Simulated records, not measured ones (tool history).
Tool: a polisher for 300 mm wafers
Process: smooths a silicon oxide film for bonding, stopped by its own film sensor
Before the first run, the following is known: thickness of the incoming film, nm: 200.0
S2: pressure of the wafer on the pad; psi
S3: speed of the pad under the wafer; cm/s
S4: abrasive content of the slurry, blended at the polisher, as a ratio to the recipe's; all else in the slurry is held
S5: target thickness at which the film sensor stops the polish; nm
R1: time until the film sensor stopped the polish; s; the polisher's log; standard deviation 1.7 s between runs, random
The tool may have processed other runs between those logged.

run 1 hour=0.0 | flow_of_slurry_(ml/min)=245 S2=1.4 S3=80 S4=1.0 S5=136 | R1=199.11
run 2 hour=3.5 | flow_of_slurry_(ml/min)=245 S2=1.4 S3=80 S4=1.0 S5=136 | R1=195.57
run 3 hour=4.6 | flow_of_slurry_(ml/min)=245 S2=1.5 S3=80 S4=1.0 S5=136 | R1=178.95
run 4 hour=5.2 | flow_of_slurry_(ml/min)=245 S2=1.7 S3=80 S4=1.0 S5=136 | R1=160.97
run 5 hour=13.8 | flow_of_slurry_(ml/min)=245 S2=1.7 S3=80 S4=0.9 S5=136 | R1=168.75
run 6 hour=17.7 | flow_of_slurry_(ml/min)=245 S2=1.5 S3=80 S4=0.9 S5=136 | R1=195.58

What does the tool deliver on the next run?
run 7 hour=23.7 | flow_of_slurry_(ml/min)=245 S2=1.6 S3=80 S4=0.9 S5=136 | R1=?

R1: 180.17 s
